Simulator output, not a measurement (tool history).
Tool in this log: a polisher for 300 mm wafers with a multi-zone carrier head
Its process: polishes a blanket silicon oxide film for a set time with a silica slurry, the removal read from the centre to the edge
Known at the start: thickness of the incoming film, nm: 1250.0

| run | hour | flow of slurry (ml/min) | pressure of the head's centre zone | pressure of the head's middle zone | pressure of the head's edge zone | abrasive content of the slurry | polishing time (s) | film removed at the wafer's centre (angstrom) | film removed at mid-radius (angstrom) | film removed at the wafer's edge (angstrom) |
|---|---|---|---|---|---|---|---|---|---|---|
| 1 | 0 | 255 | 1 | 1 | 1 | 1 | 35 | 932.21 | 971.08 | 1016.8 |
| 2 | 6.8 | 255 | 1 | 1 | 1 | 1 | 43 | 1140.9 | 1190.9 | 1238.2 |
| 3 | 14.1 | 255 | 0.99 | 1 | 1.04 | 1.05 | 43 | 1165.8 | 1257.2 | 1272.9 |
| 4 | 18.4 | 200 | 0.99 | 1 | 1.04 | 1.05 | 43 | 1165 | 1205.5 | 1272.7 |
| 5 | 24.6 | 200 | 0.99 | 1 | 1.04 | 1.05 | 38 | 1022.4 | 1060 | 1119 |
| 6 | 30.3 | 195 | 0.95 | 0.96 | 1.06 | 1.2 | 39 | 1045.2 | 1098.9 | 1198.7 |
| 7 | 32 | 190 | 0.93 | 0.95 | 1.08 | 1.3 | 40 | 1063.4 | 1136.8 | 1278.9 |

What will run 8 give?
| 8 | 40.6 | 190 | 0.93 | 0.96 | 1.1 | 1.35 | 40 | ? | ? | ? |

{"run 8": {"film removed at the wafer's centre (angstrom)": 1103.2, "film removed at mid-radius (angstrom)": 1186.5, "film removed at the wafer's edge (angstrom)": 1310}}
